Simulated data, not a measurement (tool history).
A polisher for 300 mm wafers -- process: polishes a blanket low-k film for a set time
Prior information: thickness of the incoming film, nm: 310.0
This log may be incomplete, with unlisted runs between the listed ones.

run,hour,flow of slurry (ml/min),pressure of the wafer on the pad (psi),speed of the pad under the wafer (m/s),abrasive content of the slurry,polishing time (s),film removed (Å)
1,0.0,265,2.1,0.84,1.0,20,94.284
2,1.4,200,2.1,0.84,1.0,20,92.034
3,9.5,200,2.1,0.84,1.1,20,96.616
4,10.7,260,2.1,0.84,1.1,20,97.722
5,18.1,260,1.8,0.84,1.1,20,85.098
6,22.0,260,1.6,0.84,1.1,20,76.177
7,29.4,260,1.5,0.84,1.1,20,72.325
8,33.6,260,1.5,0.84,1.1,20,71.325
9,36.6,260,1.4,0.84,1.1,20,66.554
10,41.0,260,1.3,0.84,1.1,20,62.996
11,42.8,255,1.3,0.84,1.1,20,62.013
12,47.8,250,1.3,0.84,1.1,20,62.389
13,49.4,245,1.3,0.84,1.1,20,61.650
14,51.4,240,1.3,0.84,1.1,20,61.900
15,53.4,235,1.3,0.84,1.1,20,62.107
16,58.2,230,1.3,0.84,1.1,20,60.710

For run 17, what comes out?
17,64.6,225,1.3,0.84,1.1,20,?

Run 17 yielded film removed (Å) 61.683.

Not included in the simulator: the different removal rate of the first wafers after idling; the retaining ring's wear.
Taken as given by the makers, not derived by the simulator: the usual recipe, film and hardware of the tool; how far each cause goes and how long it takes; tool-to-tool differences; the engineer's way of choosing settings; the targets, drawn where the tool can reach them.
